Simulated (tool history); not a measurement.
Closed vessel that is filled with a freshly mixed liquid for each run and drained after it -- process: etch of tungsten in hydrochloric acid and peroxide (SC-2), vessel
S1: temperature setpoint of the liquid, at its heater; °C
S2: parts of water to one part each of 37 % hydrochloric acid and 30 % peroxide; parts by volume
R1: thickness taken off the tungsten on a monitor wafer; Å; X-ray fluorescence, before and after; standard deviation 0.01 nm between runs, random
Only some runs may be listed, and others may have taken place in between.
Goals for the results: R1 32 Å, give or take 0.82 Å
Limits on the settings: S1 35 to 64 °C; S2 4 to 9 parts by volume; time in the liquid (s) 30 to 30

run 1 hour=0 | S1=48 S2=5 time_in_the_liquid_(s)=30 | R1=103.02
run 2 hour=5.4 | S1=45 S2=5.5 time_in_the_liquid_(s)=30 | R1=78.66
run 3 hour=12.6 | S1=45 S2=5.5 time_in_the_liquid_(s)=30 | R1=78.158
run 4 hour=18.2 | S1=52 S2=5.5 time_in_the_liquid_(s)=30 | R1=125.18
run 5 hour=20.3 | S1=52 S2=5.5 time_in_the_liquid_(s)=30 | R1=124.48
run 6 hour=25.2 | S1=48 S2=6 time_in_the_liquid_(s)=30 | R1=90.194
run 7 hour=32.7 | S1=45 S2=6.5 time_in_the_liquid_(s)=30 | R1=68.953
run 8 hour=39 | S1=37 S2=7.5 time_in_the_liquid_(s)=30 | R1=34.961
run 9 hour=42.9 | S1=36.5 S2=7.5 time_in_the_liquid_(s)=30 | R1=33.733

Which single option among these 5 for the next run brings every result within its allowed miss of target? Just one does.
run A hour=46.8 | S1=38.5 S2=8.5 time_in_the_liquid_(s)=30 | R1=?
run B hour=46.8 | S1=35.5 S2=8 time_in_the_liquid_(s)=30 | R1=?
run C hour=46.8 | S1=35 S2=7.5 time_in_the_liquid_(s)=30 | R1=?
run D hour=46.8 | S1=36 S2=8.5 time_in_the_liquid_(s)=30 | R1=?
run E hour=46.8 | S1=35 S2=7 time_in_the_liquid_(s)=30 | R1=?

move=A R1=35.602
move=B R1=30.085
move=C R1=30.531
move=D R1=29.717
move=E R1=32.227
A: moves away from the targets compared with the last run
B: takes the biggest miss from the last run beyond its target
C: takes the biggest miss from the last run beyond its target
D: takes the biggest miss from the last run beyond its target
E: every result lands within tolerance
E meets every target.

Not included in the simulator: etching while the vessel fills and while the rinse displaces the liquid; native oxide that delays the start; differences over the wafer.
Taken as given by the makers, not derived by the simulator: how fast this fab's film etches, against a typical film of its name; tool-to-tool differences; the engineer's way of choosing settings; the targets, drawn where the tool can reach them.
